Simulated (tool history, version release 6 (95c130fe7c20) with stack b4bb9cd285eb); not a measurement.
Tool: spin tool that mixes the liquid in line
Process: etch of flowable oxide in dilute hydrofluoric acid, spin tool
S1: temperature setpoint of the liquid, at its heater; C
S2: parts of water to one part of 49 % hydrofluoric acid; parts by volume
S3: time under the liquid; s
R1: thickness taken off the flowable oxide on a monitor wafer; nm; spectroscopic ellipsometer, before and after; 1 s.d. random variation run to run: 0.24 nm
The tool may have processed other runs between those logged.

{"run": 1, "hour": 0.0, "S1": 22, "S2": 55, "S3": 50, "R1": 24.275}
{"run": 2, "hour": 0.7, "S1": 22.5, "S2": 55, "S3": 50, "R1": 24.685}
{"run": 3, "hour": 5.7, "S1": 22.5, "S2": 55, "S3": 50, "R1": 24.694}
{"run": 4, "hour": 9.5, "S1": 23, "S2": 55, "S3": 50, "R1": 25.307}
{"run": 5, "hour": 10.7, "S1": 23.5, "S2": 55, "S3": 50, "R1": 25.633}
{"run": 6, "hour": 13.7, "S1": 23.5, "S2": 35, "S3": 50, "R1": 41.445}

Run 7 is up next; what results do you expect?
{"run": 7, "hour": 17.0, "S1": 22.5, "S2": 35, "S3": 50, "R1": "?"}

R1: 38.933 nm
